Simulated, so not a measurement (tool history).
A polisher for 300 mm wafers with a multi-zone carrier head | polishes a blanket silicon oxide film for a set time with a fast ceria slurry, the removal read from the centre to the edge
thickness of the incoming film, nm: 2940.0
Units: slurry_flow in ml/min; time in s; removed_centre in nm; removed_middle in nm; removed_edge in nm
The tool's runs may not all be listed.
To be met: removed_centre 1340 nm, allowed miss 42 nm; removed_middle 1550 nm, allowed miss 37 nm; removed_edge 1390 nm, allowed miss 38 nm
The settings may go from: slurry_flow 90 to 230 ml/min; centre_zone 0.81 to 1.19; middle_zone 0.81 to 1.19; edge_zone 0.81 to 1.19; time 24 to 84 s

run,day,slurry_flow,centre_zone,middle_zone,edge_zone,time,removed_centre,removed_middle,removed_edge
1,0,150,1,1,1,54,1064.2,1076,1082.9
2,0.083,135,1,1,1,54,1046.8,1066.1,1069.6
3,0.192,145,1,1,1,54,1057.8,1089,1085.3
4,0.388,155,1.01,1.03,1.02,55,1086.7,1164.5,1125.5
5,0.729,155,1.01,0.97,1.02,55,1086.7,1098.1,1112
6,0.817,155,1.01,0.97,0.97,55,1107.2,1088.8,1088.6
7,1.058,160,1.03,1,1,56,1134.6,1144,1141.4
8,1.233,160,1.03,1,1,56,1150.2,1138.4,1136
9,1.362,170,1.04,1.03,1.02,57,1176.8,1205.8,1163.6
10,1.642,175,1.04,1.05,1.04,58,1209.9,1255.6,1207.7
11,1.879,180,1.04,1.07,1.06,59,1228.1,1294.2,1249.1
12,2.104,185,1.04,1.09,1.07,60,1262.4,1351,1262

4 next moves are on the table. One of them brings every result within its allowed miss. Which?
A,2.329,205,1.19,1.14,0.93,55,?,?,?
B,2.329,190,1.01,1.05,1.13,65,?,?,?
C,2.329,220,1.19,1.01,1.06,51,?,?,?
D,2.329,220,1.02,1.18,1.14,63,?,?,?

move,removed_centre,removed_middle,removed_edge
A,1330.5,1305.6,1092.3
B,1354.2,1424.5,1402.4
C,1245.4,1101.6,1083
D,1353.7,1555.5,1381.6
A: further off than the last run
B: nearer than the last run, and not there yet
C: further off than the last run
D: meets every target
Move D is the one to make.
